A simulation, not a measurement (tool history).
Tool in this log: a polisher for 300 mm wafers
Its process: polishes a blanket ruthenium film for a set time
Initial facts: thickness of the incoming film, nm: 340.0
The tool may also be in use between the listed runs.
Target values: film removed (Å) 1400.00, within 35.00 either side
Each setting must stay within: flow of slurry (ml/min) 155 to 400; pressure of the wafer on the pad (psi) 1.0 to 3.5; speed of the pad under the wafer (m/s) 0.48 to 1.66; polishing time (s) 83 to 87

run,hour,flow of slurry (ml/min),pressure of the wafer on the pad (psi),speed of the pad under the wafer (m/s),polishing time (s),film removed (Å)
1,0.0,255,2.2,1.06,83,1074.60
2,5.7,260,2.3,1.06,83,1113.20
3,10.8,260,2.3,1.06,83,1129.00
4,13.0,260,2.3,0.82,83,870.61
5,21.1,300,2.3,0.82,83,876.81
6,22.2,300,2.4,0.82,83,921.78
7,30.5,300,2.5,0.82,83,960.67
8,33.7,300,2.6,0.82,83,998.65
9,36.5,315,3.2,0.82,83,1216.90

Exercise: of the 5 proposed moves below, exactly one satisfies all targets within the stated allowed misses. Which move is it?
A,39.3,370,3.3,0.96,84,?
B,39.3,260,3.0,0.92,86,?
C,39.3,340,3.2,0.94,87,?
D,39.3,340,3.5,0.86,87,?
E,39.3,330,3.5,0.82,87,?

move,film removed (Å)
A,1503.40
B,1302.40
C,1470.50
D,1473.50
E,1403.90
A: the result that was furthest off in the last run now lies on the other side of its target
B: nearer the targets than the last run, but a result is still out of spec
C: the result that was furthest off in the last run now lies on the other side of its target
D: the result that was furthest off in the last run now lies on the other side of its target
E: every result lands within tolerance
E is the move that brings every result within its allowed miss.
